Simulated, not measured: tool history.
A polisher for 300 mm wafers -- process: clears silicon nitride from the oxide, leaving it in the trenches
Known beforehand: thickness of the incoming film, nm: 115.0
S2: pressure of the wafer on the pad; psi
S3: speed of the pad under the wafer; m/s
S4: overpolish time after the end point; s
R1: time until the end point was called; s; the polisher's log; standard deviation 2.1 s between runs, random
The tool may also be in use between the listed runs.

Run 1, day 0: flow of slurry (ml/min) 220, S2 2.3 psi, S3 1.08 m/s, S4 8 s. Result: R1 182.92 s.
Run 2, day 0.171: flow of slurry (ml/min) 220, S2 2.4 psi, S3 1.1 m/s, S4 8 s. Result: R1 174.88 s.
Run 3, day 0.221: flow of slurry (ml/min) 220, S2 2.4 psi, S3 0.94 m/s, S4 8 s. Result: R1 204.11 s.
Run 4, day 0.283: flow of slurry (ml/min) 220, S2 2.6 psi, S3 0.96 m/s, S4 8 s. Result: R1 188.45 s.
Run 5, day 0.375: flow of slurry (ml/min) 220, S2 2.7 psi, S3 1 m/s, S4 8 s. Result: R1 180.11 s.
Run 6, day 0.7: flow of slurry (ml/min) 220, S2 2.8 psi, S3 1.04 m/s, S4 8 s. Result: R1 163.67 s.
Run 7, day 0.788: flow of slurry (ml/min) 220, S2 2.9 psi, S3 1.06 m/s, S4 8 s. Result: R1 152.95 s.
Run 8, day 1.096: flow of slurry (ml/min) 220, S2 3 psi, S3 1.08 m/s, S4 8 s. Result: R1 151.08 s.

Expected results for the next run?
At day 1.158: head pressure recalibrated.
Run 9, day 1.158: flow of slurry (ml/min) 225, S2 3.6 psi, S3 1.26 m/s, S4 8 s. Result: R1 ?.

{"run 9": {"R1": 103.78}}
